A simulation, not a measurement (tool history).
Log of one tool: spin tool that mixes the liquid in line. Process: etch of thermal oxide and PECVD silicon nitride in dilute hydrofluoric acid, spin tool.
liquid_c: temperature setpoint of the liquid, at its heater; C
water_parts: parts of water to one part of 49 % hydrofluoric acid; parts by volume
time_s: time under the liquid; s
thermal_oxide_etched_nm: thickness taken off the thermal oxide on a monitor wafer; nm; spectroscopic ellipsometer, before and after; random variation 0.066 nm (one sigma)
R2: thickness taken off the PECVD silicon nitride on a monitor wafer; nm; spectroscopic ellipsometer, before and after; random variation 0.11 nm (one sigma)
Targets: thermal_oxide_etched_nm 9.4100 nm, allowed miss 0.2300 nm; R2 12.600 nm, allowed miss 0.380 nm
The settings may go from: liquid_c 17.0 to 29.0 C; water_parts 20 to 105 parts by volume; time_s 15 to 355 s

run 1 hour=0.0 | liquid_c=21.0 water_parts=55 time_s=180 | thermal_oxide_etched_nm=13.4680 R2=13.712
run 2 hour=7.9 | liquid_c=18.5 water_parts=55 time_s=180 | thermal_oxide_etched_nm=12.1140 R2=11.523
run 3 hour=10.4 | liquid_c=19.5 water_parts=60 time_s=180 | thermal_oxide_etched_nm=11.5070 R2=11.150
run 4 hour=18.3 | liquid_c=19.5 water_parts=40 time_s=180 | thermal_oxide_etched_nm=17.6460 R2=16.615
run 5 hour=23.8 | liquid_c=19.5 water_parts=20 time_s=180 | thermal_oxide_etched_nm=36.0830 R2=32.907
run 6 hour=29.3 | liquid_c=17.0 water_parts=20 time_s=180 | thermal_oxide_etched_nm=32.5110 R2=27.396
run 7 hour=33.0 | liquid_c=18.5 water_parts=25 time_s=180 | thermal_oxide_etched_nm=27.4200 R2=24.513
run 8 hour=33.7 | liquid_c=20.0 water_parts=30 time_s=180 | thermal_oxide_etched_nm=24.5730 R2=22.680
run 9 hour=41.6 | liquid_c=21.0 water_parts=35 time_s=180 | thermal_oxide_etched_nm=21.6560 R2=21.508
run 10 hour=49.9 | liquid_c=22.0 water_parts=40 time_s=180 | thermal_oxide_etched_nm=19.8350 R2=19.822
run 11 hour=51.7 | liquid_c=26.0 water_parts=65 time_s=185 | thermal_oxide_etched_nm=14.3100 R2=16.454
run 12 hour=56.4 | liquid_c=26.5 water_parts=70 time_s=185 | thermal_oxide_etched_nm=13.5110 R2=16.201
run 13 hour=57.2 | liquid_c=26.5 water_parts=75 time_s=185 | thermal_oxide_etched_nm=12.4930 R2=15.158
run 14 hour=63.0 | liquid_c=26.5 water_parts=80 time_s=185 | thermal_oxide_etched_nm=11.7860 R2=14.202
run 15 hour=67.1 | liquid_c=27.0 water_parts=85 time_s=185 | thermal_oxide_etched_nm=11.0640 R2=13.894
run 16 hour=76.1 | liquid_c=27.5 water_parts=95 time_s=190 | thermal_oxide_etched_nm=10.1910 R2=13.141
run 17 hour=78.1 | liquid_c=28.0 water_parts=100 time_s=190 | thermal_oxide_etched_nm=9.7933 R2=13.037

Which of these 5 next moves meets every target?
run A hour=80.1 | liquid_c=26.5 water_parts=70 time_s=140 | thermal_oxide_etched_nm=? R2=?
run B hour=80.1 | liquid_c=27.0 water_parts=100 time_s=200 | thermal_oxide_etched_nm=? R2=?
run C hour=80.1 | liquid_c=29.0 water_parts=95 time_s=165 | thermal_oxide_etched_nm=? R2=?
run D hour=80.1 | liquid_c=27.5 water_parts=80 time_s=160 | thermal_oxide_etched_nm=? R2=?
run E hour=80.1 | liquid_c=27.5 water_parts=100 time_s=195 | thermal_oxide_etched_nm=? R2=?

move=A thermal_oxide_etched_nm=10.1650 R2=12.307
move=B thermal_oxide_etched_nm=9.9811 R2=12.781
move=C thermal_oxide_etched_nm=9.4327 R2=12.636
move=D thermal_oxide_etched_nm=10.4440 R2=13.175
move=E thermal_oxide_etched_nm=9.9245 R2=12.875
A: further off than the last run
B: further off than the last run
C: meets every target
D: further off than the last run
E: further off than the last run
Move C is the one to make.
